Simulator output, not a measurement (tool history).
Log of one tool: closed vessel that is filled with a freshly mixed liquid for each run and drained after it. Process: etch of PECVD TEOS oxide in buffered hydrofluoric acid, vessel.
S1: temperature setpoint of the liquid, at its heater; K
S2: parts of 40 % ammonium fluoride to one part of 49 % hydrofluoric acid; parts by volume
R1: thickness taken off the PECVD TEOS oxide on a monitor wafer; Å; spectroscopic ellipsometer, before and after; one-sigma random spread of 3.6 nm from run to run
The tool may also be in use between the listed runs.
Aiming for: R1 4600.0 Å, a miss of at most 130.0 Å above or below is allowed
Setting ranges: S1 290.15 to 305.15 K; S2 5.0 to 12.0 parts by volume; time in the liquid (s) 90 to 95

Run 1, hour 0.0: S1 298.15 K, S2 7.0 parts by volume, time in the liquid (s) 90. Result: R1 2838.1 Å.
Run 2, hour 7.5: S1 298.15 K, S2 7.0 parts by volume, time in the liquid (s) 90. Result: R1 2825.6 Å.
Run 3, hour 10.6: S1 298.15 K, S2 7.0 parts by volume, time in the liquid (s) 95. Result: R1 3029.9 Å.
Run 4, hour 13.5: S1 299.65 K, S2 7.0 parts by volume, time in the liquid (s) 95. Result: R1 3235.6 Å.
Run 5, hour 17.9: S1 299.65 K, S2 8.5 parts by volume, time in the liquid (s) 95. Result: R1 2674.2 Å.
Run 6, hour 25.7: S1 301.15 K, S2 8.0 parts by volume, time in the liquid (s) 95. Result: R1 3037.4 Å.
Run 7, hour 32.1: S1 302.15 K, S2 7.5 parts by volume, time in the liquid (s) 95. Result: R1 3403.3 Å.
At hour 37.9: hydrofluoric acid flow meter replaced.
Run 8, hour 37.9: S1 302.65 K, S2 7.0 parts by volume, time in the liquid (s) 95. Result: R1 4235.0 Å.

Which single option among these 4 for the next run brings every result within its allowed miss of target? Just one does.
Run A, hour 43.7: S1 304.65 K, S2 7.5 parts by volume, time in the liquid (s) 95. Result: R1 ?.
Run B, hour 43.7: S1 302.65 K, S2 6.0 parts by volume, time in the liquid (s) 95. Result: R1 ?.
Run C, hour 43.7: S1 300.15 K, S2 5.5 parts by volume, time in the liquid (s) 95. Result: R1 ?.
Run D, hour 43.7: S1 305.15 K, S2 7.0 parts by volume, time in the liquid (s) 95. Result: R1 ?.

move      R1
   A  4362.6
   B  4837.5
   C  4561.9
   D  4822.4
A: closes in on the targets versus the last run, not all within tolerance yet
B: moves the result that the last run missed by most past its target, out the other side
C: hits every target within its allowed miss
D: moves the result that the last run missed by most past its target, out the other side
The move that meets every target is C.
